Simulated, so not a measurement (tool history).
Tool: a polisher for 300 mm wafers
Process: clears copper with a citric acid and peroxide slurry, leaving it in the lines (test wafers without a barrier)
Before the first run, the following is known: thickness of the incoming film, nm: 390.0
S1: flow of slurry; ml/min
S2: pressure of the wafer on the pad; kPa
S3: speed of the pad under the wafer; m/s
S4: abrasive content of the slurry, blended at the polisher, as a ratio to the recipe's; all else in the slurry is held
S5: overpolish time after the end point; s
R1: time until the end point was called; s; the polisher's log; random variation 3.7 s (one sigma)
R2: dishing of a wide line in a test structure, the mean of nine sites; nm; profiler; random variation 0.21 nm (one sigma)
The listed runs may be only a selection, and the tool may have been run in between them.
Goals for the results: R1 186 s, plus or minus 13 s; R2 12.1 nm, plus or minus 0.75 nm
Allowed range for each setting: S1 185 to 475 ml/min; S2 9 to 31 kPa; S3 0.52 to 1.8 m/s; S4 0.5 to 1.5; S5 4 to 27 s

run	hour	S1	S2	S3	S4	S5	R1	R2
1	0	305	20	1.16	1	14	191.94	22.676
2	4.7	305	20	1.16	0.85	14	197.79	21.781
3	10.3	305	20	0.98	0.85	14	231.18	18.362
4	15.2	305	21.4	0.98	0.85	12	225.29	17.21
5	17	305	17.9	0.98	0.85	12	264.16	14.983
6	20.4	305	20.7	0.98	0.85	12	230.38	16.985
# hour 25.6: worn pad replaced by a new one
7	25.6	305	25.5	1	0.85	6	170.26	11.428
8	34.3	305	25.5	1	0.85	6	170.76	11.207
9	39.5	305	24.8	1	0.85	6	168.82	11.041
10	41.9	305	24.1	1	0.85	6	174	10.844

Pick the move, out of 5, that brings all results within their allowed miss; only one does.
A	44.3	235	31	0.8	0.7	7	?	?
B	44.3	305	24.8	1.08	0.95	7	?	?
C	44.3	425	25.5	1.04	0.85	7	?	?
D	44.3	250	26.9	1.04	0.8	7	?	?
E	44.3	320	25.5	0.96	0.65	8	?	?

move	R1	R2
A	194.15	12.026
B	165.32	13.997
C	166.77	13.886
D	167.38	13.848
E	194.13	13.644
A: every result within its allowed miss
B: carries the result that was furthest off beyond its target, to the other side
C: carries the result that was furthest off beyond its target, to the other side
D: carries the result that was furthest off beyond its target, to the other side
E: carries the result that was furthest off beyond its target, to the other side
A meets every target.

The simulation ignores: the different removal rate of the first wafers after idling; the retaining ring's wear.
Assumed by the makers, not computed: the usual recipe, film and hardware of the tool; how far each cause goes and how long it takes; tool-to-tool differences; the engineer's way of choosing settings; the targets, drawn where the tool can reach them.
